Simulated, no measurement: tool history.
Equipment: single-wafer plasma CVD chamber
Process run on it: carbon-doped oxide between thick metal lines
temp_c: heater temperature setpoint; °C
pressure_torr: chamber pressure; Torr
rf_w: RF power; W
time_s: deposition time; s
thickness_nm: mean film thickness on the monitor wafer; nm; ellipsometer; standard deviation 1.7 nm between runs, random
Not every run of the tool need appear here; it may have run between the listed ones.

Run 1, hour 0.0: temp_c 340 °C, pressure_torr 5.87 Torr, rf_w 615 W, time_s 92.2 s. Result: thickness_nm 534.22 nm.
Run 2, hour 2.6: temp_c 340 °C, pressure_torr 5.87 Torr, rf_w 615 W, time_s 92.2 s. Result: thickness_nm 532.54 nm.
Run 3, hour 3.8: temp_c 340 °C, pressure_torr 5.87 Torr, rf_w 615 W, time_s 95.2 s. Result: thickness_nm 552.75 nm.
Run 4, hour 9.6: temp_c 340 °C, pressure_torr 5.37 Torr, rf_w 615 W, time_s 95.2 s. Result: thickness_nm 549.20 nm.
At hour 12.0: RF generator calibrated.
Run 5, hour 12.0: temp_c 333 °C, pressure_torr 5.37 Torr, rf_w 615 W, time_s 95.2 s. Result: thickness_nm 574.65 nm.
Run 6, hour 13.3: temp_c 333 °C, pressure_torr 5.37 Torr, rf_w 690 W, time_s 95.2 s. Result: thickness_nm 608.24 nm.
Run 7, hour 15.3: temp_c 333 °C, pressure_torr 5.37 Torr, rf_w 690 W, time_s 95.2 s. Result: thickness_nm 603.98 nm.
Run 8, hour 17.1: temp_c 340 °C, pressure_torr 5.16 Torr, rf_w 650 W, time_s 95.0 s. Result: thickness_nm 572.88 nm.

Estimate the outcome of run 9 from the log above:
Run 9, hour 21.6: temp_c 350 °C, pressure_torr 3.99 Torr, rf_w 550 W, time_s 94.0 s. Result: thickness_nm ?.

Run 9 produced thickness_nm 499.59 nm.
